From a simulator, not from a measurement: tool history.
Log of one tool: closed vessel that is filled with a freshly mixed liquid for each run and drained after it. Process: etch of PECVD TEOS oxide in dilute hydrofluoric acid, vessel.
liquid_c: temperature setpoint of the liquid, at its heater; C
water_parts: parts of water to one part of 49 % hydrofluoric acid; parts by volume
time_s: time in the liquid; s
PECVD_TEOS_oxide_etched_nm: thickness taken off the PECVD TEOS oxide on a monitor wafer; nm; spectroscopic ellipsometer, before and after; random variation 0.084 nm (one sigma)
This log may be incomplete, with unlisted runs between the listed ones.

{"run": 1, "hour": 0.0, "liquid_c": 24, "water_parts": 150, "time_s": 215, "PECVD_TEOS_oxide_etched_nm": 13.131}
{"run": 2, "hour": 6.0, "liquid_c": 23, "water_parts": 155, "time_s": 215, "PECVD_TEOS_oxide_etched_nm": 12.026}
{"run": 3, "hour": 10.3, "liquid_c": 23, "water_parts": 105, "time_s": 215, "PECVD_TEOS_oxide_etched_nm": 19.098}
{"run": 4, "hour": 13.5, "liquid_c": 23, "water_parts": 50, "time_s": 215, "PECVD_TEOS_oxide_etched_nm": 42.165}
{"run": 5, "hour": 16.1, "liquid_c": 23, "water_parts": 30, "time_s": 215, "PECVD_TEOS_oxide_etched_nm": 72.034}
{"run": 6, "hour": 23.4, "liquid_c": 22, "water_parts": 50, "time_s": 215, "PECVD_TEOS_oxide_etched_nm": 40.776}
{"run": 7, "hour": 28.7, "liquid_c": 21, "water_parts": 65, "time_s": 215, "PECVD_TEOS_oxide_etched_nm": 29.307}
{"run": 8, "hour": 32.5, "liquid_c": 17, "water_parts": 125, "time_s": 210, "PECVD_TEOS_oxide_etched_nm": 11.877}

Expected results for the next run?
{"run": 9, "hour": 40.6, "liquid_c": 17, "water_parts": 130, "time_s": 210, "PECVD_TEOS_oxide_etched_nm": "?"}

{"run 9": {"PECVD_TEOS_oxide_etched_nm": 11.588}}

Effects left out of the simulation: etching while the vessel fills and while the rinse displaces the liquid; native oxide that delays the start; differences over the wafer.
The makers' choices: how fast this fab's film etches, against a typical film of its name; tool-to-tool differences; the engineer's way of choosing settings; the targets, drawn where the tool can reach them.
